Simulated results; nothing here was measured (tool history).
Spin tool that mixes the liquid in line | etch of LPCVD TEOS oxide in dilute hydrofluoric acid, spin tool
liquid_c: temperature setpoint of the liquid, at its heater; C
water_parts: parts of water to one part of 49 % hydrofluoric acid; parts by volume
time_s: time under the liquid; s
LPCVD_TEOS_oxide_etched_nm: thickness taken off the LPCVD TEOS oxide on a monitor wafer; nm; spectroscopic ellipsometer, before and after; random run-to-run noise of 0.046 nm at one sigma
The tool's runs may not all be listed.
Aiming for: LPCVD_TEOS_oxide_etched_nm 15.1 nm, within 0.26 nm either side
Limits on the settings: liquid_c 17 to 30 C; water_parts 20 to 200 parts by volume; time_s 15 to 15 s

run	day	liquid_c	water_parts	time_s	LPCVD_TEOS_oxide_etched_nm
1	0	22	110	15	7.2246
2	0.062	24.5	95	15	9.3953
3	0.1	26	90	15	10.576
4	0.392	24.5	90	15	9.9603
5	0.458	26	85	15	11.3
6	0.629	26	115	15	7.9825
7	0.988	27	100	15	9.7612
8	1.196	30	65	15	17.756
9	1.388	29	65	15	17.036

Exercise: of the 5 proposed moves below, exactly one satisfies all targets within the stated allowed misses. Which move is it?
A	1.579	28.5	75	15	?
B	1.579	28	55	15	?
C	1.579	30	60	15	?
D	1.579	30	75	15	?
E	1.579	28	75	15	?

move	LPCVD_TEOS_oxide_etched_nm
A	14.321
B	19.708
C	19.398
D	15.174
E	14.045
A: pushes the last run's worst result past its target
B: its largest miss is bigger than the last run's
C: its largest miss is bigger than the last run's
D: meets every target
E: pushes the last run's worst result past its target
Go with D: it meets all targets.
